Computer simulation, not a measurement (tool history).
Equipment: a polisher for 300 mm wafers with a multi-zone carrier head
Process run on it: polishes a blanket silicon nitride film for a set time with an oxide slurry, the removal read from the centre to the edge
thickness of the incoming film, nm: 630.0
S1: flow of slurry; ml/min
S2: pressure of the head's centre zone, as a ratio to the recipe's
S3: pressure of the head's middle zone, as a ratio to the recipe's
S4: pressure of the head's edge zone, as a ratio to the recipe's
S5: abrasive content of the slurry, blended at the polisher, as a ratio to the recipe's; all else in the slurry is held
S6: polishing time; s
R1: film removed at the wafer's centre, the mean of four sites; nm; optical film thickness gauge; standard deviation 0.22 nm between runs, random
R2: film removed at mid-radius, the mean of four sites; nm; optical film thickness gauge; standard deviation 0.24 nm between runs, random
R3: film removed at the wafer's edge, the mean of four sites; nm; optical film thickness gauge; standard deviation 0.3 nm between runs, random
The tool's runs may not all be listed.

{"run": 1, "hour": 0.0, "S1": 155, "S2": 1.0, "S3": 1.0, "S4": 1.0, "S5": 1.0, "S6": 59, "R1": 28.048, "R2": 25.044, "R3": 24.941}
{"run": 2, "hour": 6.9, "S1": 155, "S2": 0.95, "S3": 1.0, "S4": 1.0, "S5": 1.0, "S6": 59, "R1": 25.91, "R2": 25.892, "R3": 24.777}
{"run": 3, "hour": 8.4, "S1": 145, "S2": 0.93, "S3": 0.96, "S4": 1.02, "S5": 0.95, "S6": 59, "R1": 25.847, "R2": 24.544, "R3": 24.619}
{"run": 4, "hour": 10.9, "S1": 135, "S2": 0.9, "S3": 0.95, "S4": 1.06, "S5": 0.9, "S6": 57, "R1": 22.976, "R2": 22.547, "R3": 23.788}
{"run": 5, "hour": 13.5, "S1": 130, "S2": 0.88, "S3": 0.94, "S4": 1.07, "S5": 0.85, "S6": 57, "R1": 21.738, "R2": 21.941, "R3": 22.763}
{"run": 6, "hour": 19.3, "S1": 130, "S2": 0.88, "S3": 0.94, "S4": 1.07, "S5": 0.85, "S6": 64, "R1": 24.58, "R2": 24.648, "R3": 25.69}
{"run": 7, "hour": 23.7, "S1": 125, "S2": 0.86, "S3": 0.93, "S4": 1.09, "S5": 0.8, "S6": 63, "R1": 22.821, "R2": 22.546, "R3": 24.602}
{"run": 8, "hour": 26.8, "S1": 120, "S2": 0.85, "S3": 0.94, "S4": 1.11, "S5": 0.75, "S6": 63, "R1": 21.175, "R2": 22.722, "R3": 24.126}

The next listed run, before its measurement:
{"run": 9, "hour": 35.7, "S1": 115, "S2": 0.84, "S3": 0.92, "S4": 1.12, "S5": 0.7, "S6": 63, "R1": "?", "R2": "?", "R3": "?"}

{"run 9": {"R1": 20.556, "R2": 21.181, "R3": 23.379}}

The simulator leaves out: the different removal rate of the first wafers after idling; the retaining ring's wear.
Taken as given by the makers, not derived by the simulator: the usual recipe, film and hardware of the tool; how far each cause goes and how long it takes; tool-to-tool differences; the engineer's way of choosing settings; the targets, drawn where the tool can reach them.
